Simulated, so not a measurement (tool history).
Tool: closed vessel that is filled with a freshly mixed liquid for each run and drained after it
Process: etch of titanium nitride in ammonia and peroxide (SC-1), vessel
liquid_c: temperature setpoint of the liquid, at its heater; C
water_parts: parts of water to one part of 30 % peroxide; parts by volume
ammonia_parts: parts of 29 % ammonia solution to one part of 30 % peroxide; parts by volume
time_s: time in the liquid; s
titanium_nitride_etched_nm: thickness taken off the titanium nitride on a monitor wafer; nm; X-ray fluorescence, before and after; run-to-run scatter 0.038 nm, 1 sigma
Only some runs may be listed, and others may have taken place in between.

run  hour  liquid_c  water_parts  ammonia_parts  time_s  titanium_nitride_etched_nm
  1   0.0      61.0         19.5           0.65     145                     13.5590
  2   1.6      58.5         19.5           0.65     145                     11.6300
  3   2.7      56.0         19.5           0.65     145                      9.7123
  4   7.6      54.5         19.5           0.65     145                      8.6696
  5  16.7      53.0         19.5           0.65     145                      7.8110
  6  22.7      53.0         19.5           0.65     145                      7.7999
  7  27.1      52.0         19.5           0.65     145                      7.3163
  8  30.7      51.0         19.5           0.65     145                      6.9721
  9  35.8      51.0         19.5           0.65     145                      6.8269
 10  39.0      50.5         19.5           0.65     145                      6.7061
 11  43.9      50.0         19.5           0.65     145                      6.3912
 12  46.7      50.0         19.5           0.65     145                      6.4708
 13  48.9      49.5         19.5           0.65     145                      6.1908
 14  54.9      49.0         19.5           0.65     145                      5.9474

For run 15, what comes out?
 15  63.2      48.5         19.5           0.65     145                           ?

titanium_nitride_etched_nm: 5.7982 nm
